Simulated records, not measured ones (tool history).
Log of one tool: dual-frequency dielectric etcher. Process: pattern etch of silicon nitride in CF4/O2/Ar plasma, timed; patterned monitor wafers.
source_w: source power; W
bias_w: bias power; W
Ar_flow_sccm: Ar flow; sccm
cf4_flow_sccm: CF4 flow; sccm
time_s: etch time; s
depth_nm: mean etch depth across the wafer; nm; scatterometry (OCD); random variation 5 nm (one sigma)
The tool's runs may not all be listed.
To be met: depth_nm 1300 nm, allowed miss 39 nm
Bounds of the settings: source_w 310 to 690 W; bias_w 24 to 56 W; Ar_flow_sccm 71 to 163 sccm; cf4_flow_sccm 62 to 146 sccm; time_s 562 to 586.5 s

{"run": 1, "hour": 0.0, "source_w": 500, "bias_w": 40, "Ar_flow_sccm": 117, "cf4_flow_sccm": 104, "time_s": 562, "depth_nm": 992.77}
{"run": 2, "hour": 5.1, "source_w": 510, "bias_w": 40, "Ar_flow_sccm": 117, "cf4_flow_sccm": 104, "time_s": 562, "depth_nm": 1008.8}
{"run": 3, "hour": 9.5, "source_w": 520, "bias_w": 40, "Ar_flow_sccm": 117, "cf4_flow_sccm": 104, "time_s": 562, "depth_nm": 1016.1}
{"run": 4, "hour": 13.7, "source_w": 530, "bias_w": 40, "Ar_flow_sccm": 117, "cf4_flow_sccm": 104, "time_s": 562, "depth_nm": 1034.7}
{"run": 5, "hour": 18.3, "source_w": 540, "bias_w": 40, "Ar_flow_sccm": 117, "cf4_flow_sccm": 104, "time_s": 562, "depth_nm": 1057}
{"run": 6, "hour": 19.2, "source_w": 540, "bias_w": 40, "Ar_flow_sccm": 117, "cf4_flow_sccm": 94, "time_s": 562, "depth_nm": 1048.1}
{"run": 7, "hour": 21.8, "source_w": 550, "bias_w": 40, "Ar_flow_sccm": 117, "cf4_flow_sccm": 94, "time_s": 562, "depth_nm": 1064}
{"run": 8, "hour": 27.0, "source_w": 650, "bias_w": 42, "Ar_flow_sccm": 115, "cf4_flow_sccm": 95, "time_s": 562.5, "depth_nm": 1234.1}

5 next moves are on the table. One of them brings every result within its allowed miss. Which?
{"run": "A", "hour": 32.2, "source_w": 600, "bias_w": 42, "Ar_flow_sccm": 100, "cf4_flow_sccm": 110, "time_s": 570.5, "depth_nm": "?"}
{"run": "B", "hour": 32.2, "source_w": 620, "bias_w": 39, "Ar_flow_sccm": 123, "cf4_flow_sccm": 94, "time_s": 562, "depth_nm": "?"}
{"run": "C", "hour": 32.2, "source_w": 690, "bias_w": 32, "Ar_flow_sccm": 106, "cf4_flow_sccm": 119, "time_s": 570.5, "depth_nm": "?"}
{"run": "D", "hour": 32.2, "source_w": 630, "bias_w": 44, "Ar_flow_sccm": 132, "cf4_flow_sccm": 62, "time_s": 575.5, "depth_nm": "?"}
{"run": "E", "hour": 32.2, "source_w": 600, "bias_w": 43, "Ar_flow_sccm": 116, "cf4_flow_sccm": 98, "time_s": 562, "depth_nm": "?"}

move=A depth_nm=1209.1
move=B depth_nm=1155.9
move=C depth_nm=1282.4
move=D depth_nm=1178.7
move=E depth_nm=1164.7
A: further off than the last run
B: further off than the last run
C: meets every target
D: further off than the last run
E: further off than the last run
The right move is C.
